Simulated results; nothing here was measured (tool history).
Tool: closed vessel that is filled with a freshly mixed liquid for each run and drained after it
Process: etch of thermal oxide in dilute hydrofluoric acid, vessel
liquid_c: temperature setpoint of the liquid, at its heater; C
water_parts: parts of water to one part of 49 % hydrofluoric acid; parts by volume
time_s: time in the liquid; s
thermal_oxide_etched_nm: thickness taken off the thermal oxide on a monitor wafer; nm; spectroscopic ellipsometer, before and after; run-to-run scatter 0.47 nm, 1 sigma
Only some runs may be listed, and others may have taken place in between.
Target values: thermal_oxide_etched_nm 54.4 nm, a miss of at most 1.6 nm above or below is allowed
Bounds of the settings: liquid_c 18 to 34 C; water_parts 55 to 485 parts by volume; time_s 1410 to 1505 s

| run | hour | liquid_c | water_parts | time_s | thermal_oxide_etched_nm |
|---|---|---|---|---|---|
| 1 | 0 | 26 | 270 | 1410 | 20.014 |
| 2 | 2 | 27 | 245 | 1410 | 23.502 |
| 3 | 5.3 | 28.5 | 245 | 1410 | 24.846 |
| 4 | 7.1 | 29 | 225 | 1410 | 28.158 |
| 5 | 15.7 | 29.5 | 210 | 1410 | 31.021 |
| 6 | 24.5 | 30 | 200 | 1410 | 33.381 |
| 7 | 31.8 | 34 | 115 | 1415 | 76.194 |
| 8 | 39.6 | 33.5 | 115 | 1415 | 74.245 |
| 9 | 41 | 33 | 115 | 1415 | 74.756 |

Consider the 5 candidate settings below. Which is the only one whose results all fall within their allowed miss of target?
| A | 42.4 | 32.5 | 125 | 1505 | ? |
| B | 42.4 | 34 | 90 | 1475 | ? |
| C | 42.4 | 33.5 | 155 | 1460 | ? |
| D | 42.4 | 31.5 | 80 | 1495 | ? |
| E | 42.4 | 34 | 105 | 1505 | ? |

| move | thermal_oxide_etched_nm |
|---|---|
| A | 68.946 |
| B | 104.43 |
| C | 53.537 |
| D | 110.23 |
| E | 89.227 |
A: gains on the last run, yet a result remains outside its allowed miss
B: further off than the last run
C: every result within its allowed miss
D: further off than the last run
E: further off than the last run
So the answer is move C, the one that meets all the targets.
